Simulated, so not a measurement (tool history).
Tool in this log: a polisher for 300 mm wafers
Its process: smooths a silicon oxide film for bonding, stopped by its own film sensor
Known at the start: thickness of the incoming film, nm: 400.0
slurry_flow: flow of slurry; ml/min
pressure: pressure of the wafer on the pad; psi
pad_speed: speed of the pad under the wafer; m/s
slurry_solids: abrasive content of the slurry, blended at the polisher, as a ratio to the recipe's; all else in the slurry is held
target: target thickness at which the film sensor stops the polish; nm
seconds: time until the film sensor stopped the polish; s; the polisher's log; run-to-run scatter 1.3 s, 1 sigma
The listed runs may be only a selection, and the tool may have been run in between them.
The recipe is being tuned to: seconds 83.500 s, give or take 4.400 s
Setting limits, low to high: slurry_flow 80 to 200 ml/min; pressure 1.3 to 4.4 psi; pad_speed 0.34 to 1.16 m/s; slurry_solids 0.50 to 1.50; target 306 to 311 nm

run	hour	slurry_flow	pressure	pad_speed	slurry_solids	target	seconds
1	0.0	130	2.8	0.74	1.00	311	131.830
2	2.5	130	3.0	0.74	1.00	311	123.680
3	8.0	160	3.0	0.74	1.00	311	115.590
4	15.3	160	3.4	0.74	1.00	311	101.460
5	21.2	160	3.5	0.74	1.00	311	99.418
6	25.8	160	3.5	0.74	0.80	311	114.180
# hour 28.0: slurry nozzle cleaned
7	28.0	160	3.6	0.74	0.80	311	105.880
8	33.9	160	3.7	0.74	0.80	311	100.680

Next run, 5 choices. One meets every target within its allowed miss, the rest don't. Which?
A	39.8	140	3.4	0.74	1.20	306	?
B	39.8	165	3.5	0.66	0.75	306	?
C	39.8	125	3.3	0.84	0.70	311	?
D	39.8	175	3.1	0.66	0.80	306	?
E	39.8	170	3.8	1.12	0.60	311	?

move	seconds
A	97.493
B	129.320
C	118.010
D	138.590
E	85.659
A: better than the last run, though not everything is in spec
B: its largest miss is bigger than the last run's
C: its largest miss is bigger than the last run's
D: its largest miss is bigger than the last run's
E: meets every target
E meets every target.
